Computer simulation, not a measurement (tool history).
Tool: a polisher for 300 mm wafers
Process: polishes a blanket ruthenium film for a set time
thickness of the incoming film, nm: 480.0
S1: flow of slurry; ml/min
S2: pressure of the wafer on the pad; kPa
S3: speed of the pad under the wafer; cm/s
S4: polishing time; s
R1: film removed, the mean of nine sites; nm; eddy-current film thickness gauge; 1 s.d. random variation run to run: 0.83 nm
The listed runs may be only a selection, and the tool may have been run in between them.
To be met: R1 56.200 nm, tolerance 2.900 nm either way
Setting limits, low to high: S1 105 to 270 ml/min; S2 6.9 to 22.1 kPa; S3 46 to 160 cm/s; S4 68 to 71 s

run,hour,S1,S2,S3,S4,R1
1,0.0,175,14.5,102,68,78.595
2,2.5,175,14.5,124,68,94.493
3,6.2,175,14.5,124,68,93.224
4,14.7,175,17.2,124,68,111.660
5,16.0,150,17.2,124,68,109.680
6,18.3,150,17.2,140,68,121.030
7,27.2,150,17.2,140,68,122.210
8,28.5,150,15.9,138,68,106.860
9,32.3,145,15.2,138,68,105.860
10,35.8,145,13.8,136,68,95.474
11,42.3,145,13.1,134,68,88.657
12,46.1,145,12.4,134,68,84.097
13,47.7,145,11.7,134,68,79.248
14,52.6,145,7.6,130,68,51.738

Which of these 4 next moves meets every target?
A,57.5,170,7.6,122,68,?
B,57.5,145,6.9,134,69,?
C,57.5,150,8.3,130,68,?
D,57.5,130,9.0,100,68,?

move,R1
A,49.941
B,48.934
C,56.080
D,45.143
A: its largest miss is bigger than the last run's
B: its largest miss is bigger than the last run's
C: all results land within tolerance of their targets
D: its largest miss is bigger than the last run's
Answer: C
